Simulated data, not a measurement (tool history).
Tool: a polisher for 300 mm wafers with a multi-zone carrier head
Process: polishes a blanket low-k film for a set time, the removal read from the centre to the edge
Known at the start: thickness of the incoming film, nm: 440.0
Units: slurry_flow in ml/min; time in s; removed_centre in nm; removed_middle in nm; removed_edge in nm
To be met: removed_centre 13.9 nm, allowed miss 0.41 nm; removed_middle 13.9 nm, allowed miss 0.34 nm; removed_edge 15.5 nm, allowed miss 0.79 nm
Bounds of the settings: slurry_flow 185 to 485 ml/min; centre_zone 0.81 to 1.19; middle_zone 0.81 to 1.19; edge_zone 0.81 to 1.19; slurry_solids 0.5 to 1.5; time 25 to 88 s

| run | day | slurry_flow | centre_zone | middle_zone | edge_zone | slurry_solids | time | removed_centre | removed_middle | removed_edge |
|---|---|---|---|---|---|---|---|---|---|---|
| 1 | 0 | 310 | 1 | 1 | 1 | 1 | 56 | 15.089 | 15.031 | 15.016 |
| 2 | 0.229 | 295 | 0.98 | 0.98 | 1.02 | 1 | 56 | 14.787 | 14.975 | 14.873 |
| 3 | 0.346 | 295 | 0.98 | 0.98 | 1.02 | 0.9 | 56 | 13.955 | 14.23 | 14.023 |
| 4 | 0.654 | 295 | 0.98 | 0.98 | 1.02 | 0.8 | 56 | 13.062 | 13.142 | 13.175 |
|  | 0.721 | slurry nozzle cleaned |
| 5 | 0.721 | 295 | 0.98 | 0.98 | 0.97 | 0.8 | 56 | 13.281 | 13.425 | 13.302 |
| 6 | 0.971 | 350 | 0.98 | 0.98 | 0.97 | 0.8 | 56 | 13.379 | 13.433 | 13.322 |
| 7 | 1.05 | 355 | 0.96 | 0.95 | 1.01 | 0.85 | 56 | 13.831 | 13.762 | 14.24 |
| 8 | 1.142 | 365 | 0.94 | 0.93 | 1.03 | 0.85 | 56 | 13.546 | 13.784 | 14.407 |
| 9 | 1.288 | 375 | 0.93 | 0.91 | 1.05 | 0.85 | 56 | 13.32 | 13.379 | 14.302 |
| 10 | 1.512 | 390 | 0.93 | 0.9 | 1.07 | 0.85 | 56 | 13.404 | 13.286 | 14.474 |
| 11 | 1.746 | 400 | 0.93 | 0.9 | 1.08 | 0.85 | 56 | 13.187 | 13.193 | 14.425 |

4 next moves are on the table. One of them brings every result within its allowed miss. Which?
| A | 1.979 | 365 | 0.84 | 0.83 | 1.09 | 0.95 | 61 | ? | ? | ? |
| B | 1.979 | 445 | 0.97 | 0.86 | 0.99 | 0.75 | 61 | ? | ? | ? |
| C | 1.979 | 420 | 0.87 | 0.81 | 1.09 | 0.85 | 58 | ? | ? | ? |
| D | 1.979 | 375 | 0.91 | 0.86 | 1.04 | 0.7 | 68 | ? | ? | ? |

| move | removed_centre | removed_middle | removed_edge |
|---|---|---|---|
| A | 13.87 | 14.797 | 17.204 |
| B | 14.049 | 13.326 | 14.408 |
| C | 12.932 | 13.12 | 15.472 |
| D | 13.928 | 14.068 | 15.609 |
A: takes the result that was furthest off past its target
B: nearer than the last run, and not there yet
C: further off than the last run
D: meets every target
Move D is the one to make.

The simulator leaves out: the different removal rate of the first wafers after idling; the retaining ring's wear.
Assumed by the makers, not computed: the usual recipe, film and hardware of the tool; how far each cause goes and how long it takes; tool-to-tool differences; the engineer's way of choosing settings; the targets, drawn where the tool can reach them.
